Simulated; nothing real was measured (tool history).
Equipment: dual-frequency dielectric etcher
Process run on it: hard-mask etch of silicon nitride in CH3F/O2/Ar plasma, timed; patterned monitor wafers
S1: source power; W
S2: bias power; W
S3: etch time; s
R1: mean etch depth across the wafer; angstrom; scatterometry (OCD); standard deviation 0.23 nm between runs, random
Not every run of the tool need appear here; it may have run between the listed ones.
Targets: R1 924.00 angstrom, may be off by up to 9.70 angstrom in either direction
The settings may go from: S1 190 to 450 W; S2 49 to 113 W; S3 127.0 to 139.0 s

run 1 hour=0.0 | S1=320 S2=81 S3=139.0 | R1=802.34
run 2 hour=5.2 | S1=350 S2=81 S3=139.0 | R1=822.69
run 3 hour=8.3 | S1=350 S2=91 S3=139.0 | R1=860.85
run 4 hour=13.8 | S1=350 S2=101 S3=139.0 | R1=893.58
run 5 hour=15.9 | S1=360 S2=101 S3=139.0 | R1=903.89
run 6 hour=17.4 | S1=360 S2=101 S3=127.0 | R1=822.35
run 7 hour=23.4 | S1=380 S2=104 S3=127.5 | R1=850.01
run 8 hour=24.1 | S1=390 S2=106 S3=128.5 | R1=872.78
run 9 hour=31.0 | S1=400 S2=107 S3=128.5 | R1=883.02
run 10 hour=34.7 | S1=410 S2=108 S3=128.5 | R1=896.48
run 11 hour=43.5 | S1=420 S2=108 S3=128.5 | R1=900.77
run 12 hour=44.9 | S1=430 S2=108 S3=128.5 | R1=908.49

Next run, 4 choices. One meets every target within its allowed miss, the rest don't. Which?
run A hour=46.3 | S1=380 S2=112 S3=130.0 | R1=?
run B hour=46.3 | S1=440 S2=100 S3=129.0 | R1=?
run C hour=46.3 | S1=450 S2=105 S3=127.0 | R1=?
run D hour=46.3 | S1=450 S2=112 S3=127.0 | R1=?

move=A R1=895.81
move=B R1=885.34
move=C R1=895.30
move=D R1=919.51
A: its largest miss is bigger than the last run's
B: its largest miss is bigger than the last run's
C: its largest miss is bigger than the last run's
D: hits every target within its allowed miss
Go with D: it meets all targets.

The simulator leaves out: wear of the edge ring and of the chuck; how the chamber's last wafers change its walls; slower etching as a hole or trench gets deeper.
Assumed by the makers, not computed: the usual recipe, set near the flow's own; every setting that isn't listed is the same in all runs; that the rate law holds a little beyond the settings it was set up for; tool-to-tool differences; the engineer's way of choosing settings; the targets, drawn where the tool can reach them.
